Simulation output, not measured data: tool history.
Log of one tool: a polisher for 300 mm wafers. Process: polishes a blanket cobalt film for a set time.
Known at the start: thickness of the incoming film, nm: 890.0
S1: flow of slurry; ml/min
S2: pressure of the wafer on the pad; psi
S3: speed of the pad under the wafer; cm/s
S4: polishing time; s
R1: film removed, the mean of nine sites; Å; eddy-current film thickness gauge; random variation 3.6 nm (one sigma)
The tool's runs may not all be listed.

run  hour   S1   S2   S3  S4      R1
  1     0  215  2.2  108  46  3302.7
  2   4.3  170  2.2  108  46  3183.9
  3  13.1  135  2.2  108  46  3078.7
  4  18.7  135  2.2  122  46  3517.2
  5  26.3  180  2.2  122  46  3520.9
  6  27.6  180  2.7  122  46  4390.3
  7    30  180  2.3  120  46    3644

The next listed run, before its measurement:
  8  34.8  180   2  118  46   ?

R1: 3188.2 Å

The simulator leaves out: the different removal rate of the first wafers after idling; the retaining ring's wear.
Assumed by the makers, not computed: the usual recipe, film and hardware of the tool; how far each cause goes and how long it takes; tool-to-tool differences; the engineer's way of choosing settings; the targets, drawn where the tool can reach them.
